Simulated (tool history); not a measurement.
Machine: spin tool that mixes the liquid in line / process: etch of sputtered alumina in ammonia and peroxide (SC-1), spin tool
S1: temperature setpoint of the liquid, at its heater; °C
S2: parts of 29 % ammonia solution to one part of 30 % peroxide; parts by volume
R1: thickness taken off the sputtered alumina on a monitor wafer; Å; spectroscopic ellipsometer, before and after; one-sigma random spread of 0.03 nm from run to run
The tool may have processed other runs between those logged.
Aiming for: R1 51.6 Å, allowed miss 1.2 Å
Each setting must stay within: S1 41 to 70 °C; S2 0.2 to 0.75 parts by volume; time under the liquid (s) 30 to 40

run 1 hour=0 | S1=57 S2=0.45 time_under_the_liquid_(s)=40 | R1=23.615
run 2 hour=6.9 | S1=53 S2=0.45 time_under_the_liquid_(s)=40 | R1=19.009
run 3 hour=12.5 | S1=53 S2=0.55 time_under_the_liquid_(s)=40 | R1=19.609
run 4 hour=16.2 | S1=56 S2=0.6 time_under_the_liquid_(s)=40 | R1=22.849
run 5 hour=22.1 | S1=56 S2=0.6 time_under_the_liquid_(s)=40 | R1=22.955
-- hour=27.3 heated supply line repaired
run 6 hour=27.3 | S1=56 S2=0.7 time_under_the_liquid_(s)=40 | R1=26.612
run 7 hour=32 | S1=58 S2=0.7 time_under_the_liquid_(s)=40 | R1=29.541
run 8 hour=34.6 | S1=59.5 S2=0.7 time_under_the_liquid_(s)=40 | R1=31.841
run 9 hour=42 | S1=61 S2=0.7 time_under_the_liquid_(s)=40 | R1=34.246

4 candidate next runs follow, results not yet known. Just one meets every target within its allowed miss. Identify it.
run A hour=49.4 | S1=69.5 S2=0.55 time_under_the_liquid_(s)=40 | R1=?
run B hour=49.4 | S1=54.5 S2=0.75 time_under_the_liquid_(s)=40 | R1=?
run C hour=49.4 | S1=70 S2=0.7 time_under_the_liquid_(s)=40 | R1=?
run D hour=49.4 | S1=70 S2=0.65 time_under_the_liquid_(s)=40 | R1=?

move=A R1=51.098
move=B R1=24.608
move=C R1=53.542
move=D R1=53.17
A: all results in spec
B: misses by more than the last run did
C: moves the result that the last run missed by most past its target, out the other side
D: moves the result that the last run missed by most past its target, out the other side
The right move is A.
